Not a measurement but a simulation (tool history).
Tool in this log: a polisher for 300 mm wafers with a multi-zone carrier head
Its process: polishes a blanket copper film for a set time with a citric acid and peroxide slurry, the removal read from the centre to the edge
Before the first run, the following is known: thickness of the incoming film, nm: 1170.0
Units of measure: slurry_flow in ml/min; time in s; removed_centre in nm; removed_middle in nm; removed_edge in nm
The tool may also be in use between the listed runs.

run	hour	slurry_flow	centre_zone	middle_zone	edge_zone	slurry_solids	time	removed_centre	removed_middle	removed_edge
1	0	265	1	1	1	1	59	78.572	81.086	77.007
2	5.4	270	1.01	0.99	1.02	1	59	79.852	79.902	77.491
3	13.3	270	1.01	0.99	1.02	0.85	59	75.753	77.606	73.832
4	19.7	270	1.01	0.99	1.02	1	59	79.906	79.584	81.592
5	25.8	275	1.02	0.99	1.02	1	59	80.415	80.734	77.725
6	29	275	1.03	0.98	1.03	1.05	59	81.606	81.715	79.111
7	30.6	265	1.05	0.96	1.05	1.1	59	84.903	79.053	82.425
8	36.4	265	1.06	0.96	1.06	1.1	59	84.582	79.196	82.382

Expected results for the next run?
9	39.1	270	1.07	0.95	1.07	1.1	59	?	?	?

{"run 9": {"removed_centre": 86.455, "removed_middle": 79.642, "removed_edge": 83.544}}
